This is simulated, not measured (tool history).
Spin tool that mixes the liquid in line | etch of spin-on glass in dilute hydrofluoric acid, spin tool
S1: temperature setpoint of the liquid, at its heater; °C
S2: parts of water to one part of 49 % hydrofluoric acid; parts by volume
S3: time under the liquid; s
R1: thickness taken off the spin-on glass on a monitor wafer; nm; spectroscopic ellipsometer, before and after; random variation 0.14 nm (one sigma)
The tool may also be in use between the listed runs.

| run | hour | S1 | S2 | S3 | R1 |
|---|---|---|---|---|---|
| 1 | 0 | 20 | 180 | 65 | 13.567 |
| 2 | 1.1 | 22 | 160 | 65 | 16.853 |
| 3 | 8.3 | 23.5 | 145 | 65 | 20.012 |
| 4 | 17 | 23.5 | 145 | 65 | 19.91 |
| 5 | 22 | 24.5 | 135 | 65 | 22.808 |
| 6 | 27.2 | 22.5 | 135 | 65 | 20.863 |
| 7 | 28.3 | 23.5 | 130 | 65 | 22.616 |
| 8 | 35.6 | 27.5 | 100 | 65 | 35.599 |

Forecast run 9:
| 9 | 39.5 | 27 | 100 | 65 | ? |

Run 9 gave R1 35.349 nm.

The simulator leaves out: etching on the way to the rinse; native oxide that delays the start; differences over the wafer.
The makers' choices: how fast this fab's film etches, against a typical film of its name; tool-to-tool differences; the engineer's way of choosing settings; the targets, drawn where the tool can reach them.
